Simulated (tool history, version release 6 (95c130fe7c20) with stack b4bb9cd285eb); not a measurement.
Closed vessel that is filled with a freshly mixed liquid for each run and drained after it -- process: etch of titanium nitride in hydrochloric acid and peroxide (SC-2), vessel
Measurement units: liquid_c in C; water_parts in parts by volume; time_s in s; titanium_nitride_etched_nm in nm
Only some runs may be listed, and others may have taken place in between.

Run 1, hour 0: liquid_c 49 C, water_parts 7 parts by volume, time_s 755 s. Result: titanium_nitride_etched_nm 13.211 nm.
Run 2, hour 8.6: liquid_c 46 C, water_parts 7.5 parts by volume, time_s 755 s. Result: titanium_nitride_etched_nm 10.142 nm.
Run 3, hour 11.7: liquid_c 46 C, water_parts 7.5 parts by volume, time_s 755 s. Result: titanium_nitride_etched_nm 10.128 nm.
Run 4, hour 13.8: liquid_c 46 C, water_parts 7.5 parts by volume, time_s 805 s. Result: titanium_nitride_etched_nm 10.909 nm.
Run 5, hour 18.3: liquid_c 44 C, water_parts 8 parts by volume, time_s 805 s. Result: titanium_nitride_etched_nm 8.9432 nm.
Run 6, hour 21.3: liquid_c 49 C, water_parts 8 parts by volume, time_s 805 s. Result: titanium_nitride_etched_nm 12.789 nm.
Run 7, hour 27.8: liquid_c 46 C, water_parts 8.5 parts by volume, time_s 805 s. Result: titanium_nitride_etched_nm 9.8608 nm.
Run 8, hour 32.1: liquid_c 44 C, water_parts 8.5 parts by volume, time_s 805 s. Result: titanium_nitride_etched_nm 8.6276 nm.

Predict the results of run 9:
Run 9, hour 36.1: liquid_c 42 C, water_parts 9 parts by volume, time_s 805 s. Result: titanium_nitride_etched_nm ?.

Logged for run 9: titanium_nitride_etched_nm 7.0798 nm.

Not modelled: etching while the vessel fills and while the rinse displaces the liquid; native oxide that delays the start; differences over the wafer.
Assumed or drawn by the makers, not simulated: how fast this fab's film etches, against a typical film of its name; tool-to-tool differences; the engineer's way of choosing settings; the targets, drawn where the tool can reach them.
